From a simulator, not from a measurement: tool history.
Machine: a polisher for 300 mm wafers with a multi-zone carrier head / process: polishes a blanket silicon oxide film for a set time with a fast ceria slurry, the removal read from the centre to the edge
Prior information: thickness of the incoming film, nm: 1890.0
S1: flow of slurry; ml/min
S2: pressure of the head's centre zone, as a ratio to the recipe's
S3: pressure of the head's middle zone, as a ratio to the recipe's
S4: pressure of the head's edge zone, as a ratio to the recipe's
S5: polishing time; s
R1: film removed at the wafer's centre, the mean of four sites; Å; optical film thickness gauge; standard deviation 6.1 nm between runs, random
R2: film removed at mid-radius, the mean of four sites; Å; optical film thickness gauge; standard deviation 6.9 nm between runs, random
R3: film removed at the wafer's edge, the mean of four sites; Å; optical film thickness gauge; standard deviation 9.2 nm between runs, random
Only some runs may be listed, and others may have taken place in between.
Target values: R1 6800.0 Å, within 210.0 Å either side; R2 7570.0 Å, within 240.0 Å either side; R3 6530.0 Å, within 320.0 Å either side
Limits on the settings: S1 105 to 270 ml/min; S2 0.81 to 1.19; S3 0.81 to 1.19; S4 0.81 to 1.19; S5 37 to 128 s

run  hour   S1    S2    S3    S4  S5      R1      R2      R3
  1   0.0  175  1.00  1.00  1.00  82  5181.0  5296.0  5325.2
  2   1.0  175  1.00  1.00  1.00  65  4111.9  4192.8  4137.9
  3   3.1  180  1.01  1.02  1.01  69  4473.7  4476.6  4497.8
  4   4.7  180  1.01  1.02  1.06  69  4486.3  4524.7  4607.0
  5   8.7  185  1.01  1.04  1.05  72  4694.7  4797.7  4743.1
  6  12.5  155  1.01  1.04  1.05  72  4558.9  4697.7  4581.3
  7  14.5  160  1.01  1.06  1.05  75  4691.4  4892.3  4807.8
  8  15.1  165  1.01  1.08  1.03  78  4963.3  5256.8  5067.7
  9  23.3  170  1.01  1.09  1.01  80  5092.7  5434.7  5028.2

Exactly one of the 4 candidate moves below puts every result within its allowed miss. Which one?
  A  31.5  175  1.12  1.19  0.84   56   ?   ?   ?
  B  31.5  185  0.90  0.90  1.15  101   ?   ?   ?
  C  31.5  160  0.90  1.16  1.03  112   ?   ?   ?
  D  31.5  150  1.03  1.19  0.96  107   ?   ?   ?

move      R1      R2      R3
   A  3922.2  3992.7  3276.5
   B  5758.0  6015.8  6940.4
   C  6205.5  7716.2  7120.4
   D  6668.5  7401.8  6510.3
A: misses by more than the last run did
B: closer than the last run, but not yet in spec
C: the furthest-off result lands on target, but another misses its tolerance
D: every result lands within tolerance
D meets every target.
